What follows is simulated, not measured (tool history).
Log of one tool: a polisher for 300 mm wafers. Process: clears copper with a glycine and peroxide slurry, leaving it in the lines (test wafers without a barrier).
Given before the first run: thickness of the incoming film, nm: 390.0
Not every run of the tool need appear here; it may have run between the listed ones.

run  hour  flow of slurry (ml/min)  pressure of the wafer on the pad (kPa)  speed of the pad under the wafer (m/s)  overpolish time after the end point (s)  time until the end point was called (s)  dishing of a wide line in a test structure (nm)
  1   0.0                      215                                    22.8                                    0.84                                       18                                   67.287                                           50.067
  2   8.5                      220                                    25.5                                    0.84                                       15                                   62.384                                           47.716
  3  13.3                      220                                    25.5                                    0.74                                       15                                   67.306                                           45.376
  4  14.8                      220                                    20.7                                    0.74                                       15                                   78.297                                           40.142
  5  19.4                      235                                    24.1                                    0.76                                       13                                   68.447                                           40.064
  6  20.3                      235                                    21.4                                    0.76                                       13                                   73.758                                           38.640
  7  22.6                      250                                    24.8                                    0.76                                       11                                   67.017                                           35.499
  8  24.0                      260                                    27.6                                    0.78                                       11                                   60.277                                           38.468
  9  32.2                      265                                    34.5                                    0.82                                        6                                   49.919                                           29.290
 10  38.6                      265                                    34.5                                    0.84                                        8                                   49.204                                           36.081
 11  43.3                      265                                    34.5                                    0.86                                        8                                   48.325                                           37.081
 12  45.4                      270                                    34.5                                    0.88                                        8                                   47.625                                           38.475
 13  53.3                      275                                    34.5                                    0.88                                        8                                   46.965                                           37.417

Run 14 comes next. What will it give?
 14  60.7                      280                                    34.5                                    0.88                                        8                                        ?                                                ?

Run 14 produced time until the end point was called (s) 46.747, dishing of a wide line in a test structure (nm) 37.988.

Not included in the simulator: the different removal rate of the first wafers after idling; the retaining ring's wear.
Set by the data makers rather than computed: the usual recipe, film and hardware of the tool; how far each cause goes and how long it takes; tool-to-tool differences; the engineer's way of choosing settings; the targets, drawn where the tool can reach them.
